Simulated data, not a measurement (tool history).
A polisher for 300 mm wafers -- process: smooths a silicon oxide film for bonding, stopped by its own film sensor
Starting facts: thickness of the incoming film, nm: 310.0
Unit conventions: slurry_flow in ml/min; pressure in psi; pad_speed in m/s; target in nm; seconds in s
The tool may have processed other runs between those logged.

| run | hour | slurry_flow | pressure | pad_speed | slurry_solids | target | seconds |
|---|---|---|---|---|---|---|---|
| 1 | 0 | 250 | 2.5 | 0.94 | 1 | 265 | 59.37 |
| 2 | 4.4 | 190 | 2.5 | 0.94 | 1 | 265 | 62.374 |
| 3 | 7.5 | 190 | 2.3 | 0.94 | 1 | 265 | 66.856 |
| 4 | 10.5 | 190 | 2.3 | 0.94 | 1 | 269 | 60.731 |
| 5 | 16.3 | 190 | 2.3 | 0.94 | 1 | 265 | 66.772 |
|  | 24.2 | worn pad replaced by a new one |
| 6 | 24.2 | 160 | 2.3 | 0.94 | 1 | 265 | 61.64 |
| 7 | 32.7 | 175 | 2.2 | 0.94 | 1 | 265 | 61.49 |
| 8 | 40.6 | 180 | 2.2 | 0.88 | 0.95 | 265 | 67.445 |
| 9 | 45.7 | 180 | 2.1 | 0.84 | 0.95 | 265 | 70.972 |
| 10 | 50.5 | 180 | 2 | 0.8 | 0.95 | 265 | 77.078 |
| 11 | 57.6 | 180 | 1.9 | 0.78 | 0.95 | 265 | 84.284 |

Estimate the outcome of run 12 from the log above:
| 12 | 61.5 | 180 | 1.8 | 0.78 | 0.95 | 265 | ? |

{"run 12": {"seconds": 87.001}}

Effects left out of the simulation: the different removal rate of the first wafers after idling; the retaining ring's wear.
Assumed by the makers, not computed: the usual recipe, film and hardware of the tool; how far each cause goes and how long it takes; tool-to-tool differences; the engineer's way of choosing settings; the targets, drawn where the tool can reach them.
